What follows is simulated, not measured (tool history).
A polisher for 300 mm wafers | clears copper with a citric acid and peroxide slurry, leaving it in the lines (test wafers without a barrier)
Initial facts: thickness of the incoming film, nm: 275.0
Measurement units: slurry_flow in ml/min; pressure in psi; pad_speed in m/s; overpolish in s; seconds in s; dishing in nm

run 1 day=0 | slurry_flow=175 pressure=3.6 pad_speed=1.4 slurry_solids=1 overpolish=23 | seconds=97.776 dishing=28.985
run 2 day=0.258 | slurry_flow=175 pressure=3.6 pad_speed=1.4 slurry_solids=1 overpolish=13 | seconds=95.513 dishing=20.749
run 3 day=0.575 | slurry_flow=175 pressure=3.6 pad_speed=1.4 slurry_solids=1 overpolish=22 | seconds=98.779 dishing=28.604
run 4 day=0.675 | slurry_flow=175 pressure=3 pad_speed=1.26 slurry_solids=1 overpolish=20 | seconds=133.68 dishing=22.851
run 5 day=0.796 | slurry_flow=175 pressure=2.6 pad_speed=1.22 slurry_solids=1 overpolish=18 | seconds=149.27 dishing=19.416
run 6 day=1.092 | slurry_flow=175 pressure=2.6 pad_speed=1.22 slurry_solids=0.85 overpolish=18 | seconds=158.62 dishing=18.599

For run 7, what comes out?
run 7 day=1.392 | slurry_flow=175 pressure=2.3 pad_speed=1.18 slurry_solids=0.85 overpolish=18 | seconds=? dishing=?

seconds: 179.55 s
dishing: 17.018 nm
